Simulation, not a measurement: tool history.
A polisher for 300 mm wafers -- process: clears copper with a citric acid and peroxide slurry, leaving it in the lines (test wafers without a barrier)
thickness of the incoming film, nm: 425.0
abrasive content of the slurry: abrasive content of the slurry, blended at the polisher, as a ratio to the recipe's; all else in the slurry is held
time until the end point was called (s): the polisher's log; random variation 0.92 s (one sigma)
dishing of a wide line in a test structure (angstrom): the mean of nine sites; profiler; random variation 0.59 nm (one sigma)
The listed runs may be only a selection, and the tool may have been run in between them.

run    day  flow of slurry (ml/min)  pressure of the wafer on the pad (kPa)  speed of the pad under the wafer (m/s)  abrasive content of the slurry  overpolish time after the end point (s)  time until the end point was called (s)  dishing of a wide line in a test structure (angstrom)
  1      0                      200                                    21.4                                     1.3                               1                                       23                                    148.8                                                 426.17
  2  0.204                      200                                    21.4                                     1.3                             0.9                                       23                                   151.56                                                 432.17
  3  0.462                      245                                    21.4                                     1.3                             0.9                                       23                                   148.14                                                 420.89
  4  0.575                      245                                    21.4                                     1.3                             1.1                                       23                                   141.86                                                 437.92
  5  0.821                      250                                    22.8                                     1.3                             1.1                                       21                                   133.66                                                 423.81
  6  1.154                      250                                    22.8                                    1.04                             1.1                                       21                                   170.38                                                 359.46
  7  1.517                      250                                    22.8                                    1.04                             1.1                                       21                                   166.74                                                 364.07
  8  1.646                      250                                    24.8                                    1.04                             1.1                                       19                                   153.66                                                 353.77

Run 9 comes next. What will it give?
  9  1.996                      250                                    26.2                                    1.04                             1.1                                       18                                        ?                                                      ?

{"run 9": {"time until the end point was called (s)": 144.06, "dishing of a wide line in a test structure (angstrom)": 354.77}}
